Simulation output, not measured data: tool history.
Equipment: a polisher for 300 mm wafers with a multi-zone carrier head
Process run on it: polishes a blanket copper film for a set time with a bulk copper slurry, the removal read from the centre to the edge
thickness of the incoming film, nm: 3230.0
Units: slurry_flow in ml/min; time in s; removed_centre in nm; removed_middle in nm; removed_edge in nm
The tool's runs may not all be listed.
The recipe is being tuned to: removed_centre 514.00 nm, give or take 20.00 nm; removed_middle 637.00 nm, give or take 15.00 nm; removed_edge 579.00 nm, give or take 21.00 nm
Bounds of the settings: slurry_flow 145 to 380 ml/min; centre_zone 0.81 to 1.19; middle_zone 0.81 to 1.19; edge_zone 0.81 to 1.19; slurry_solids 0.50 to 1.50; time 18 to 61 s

run  hour  slurry_flow  centre_zone  middle_zone  edge_zone  slurry_solids  time  removed_centre  removed_middle  removed_edge
  1   0.0          245         1.00         1.00       1.00           1.00    39          427.72          424.76        432.28
  2   3.8          245         1.00         1.06       1.00           1.00    39          426.01          446.38        416.12
  3   7.5          250         0.98         1.07       1.03           1.10    40          445.80          479.22        451.46
  4   8.9          250         0.98         1.07       1.03           1.10    47          520.78          557.64        543.25
  5  12.1          250         0.98         1.07       1.03           1.10    42          470.33          496.53        482.85
  6  17.3          250         0.98         1.10       1.03           1.10    42          470.28          509.98        478.52
  7  19.8          260         0.96         1.12       1.04           1.15    42          472.25          521.20        487.32
  8  21.0          255         0.94         1.13       1.04           1.20    43          474.19          551.45        491.41
  9  22.8          260         0.93         1.14       1.07           1.25    43          467.60          565.57        523.02
 10  25.7          325         0.97         1.19       1.09           1.40    44          544.78          625.22        559.22

Below are 4 possible settings for the next run. Only one of them brings all results inside the allowed miss of their targets. Which is it?
  A  28.6          330         0.85         1.18       1.14           1.45    44               ?               ?             ?
  B  28.6          300         0.83         1.19       1.08           1.45    46               ?               ?             ?
  C  28.6          345         0.94         1.13       1.15           1.45    43               ?               ?             ?
  D  28.6          320         0.90         1.15       1.08           1.10    49               ?               ?             ?

move  removed_centre  removed_middle  removed_edge
   A          476.09          637.84        589.42
   B          480.98          665.60        595.16
   C          517.08          602.63        580.80
   D          517.80          640.66        589.66
A: pushes the last run's worst result past its target
B: pushes the last run's worst result past its target
C: brings the last run's worst result on target, with another outside its allowed miss
D: meets every target
So the answer is move D, the one that meets all the targets.

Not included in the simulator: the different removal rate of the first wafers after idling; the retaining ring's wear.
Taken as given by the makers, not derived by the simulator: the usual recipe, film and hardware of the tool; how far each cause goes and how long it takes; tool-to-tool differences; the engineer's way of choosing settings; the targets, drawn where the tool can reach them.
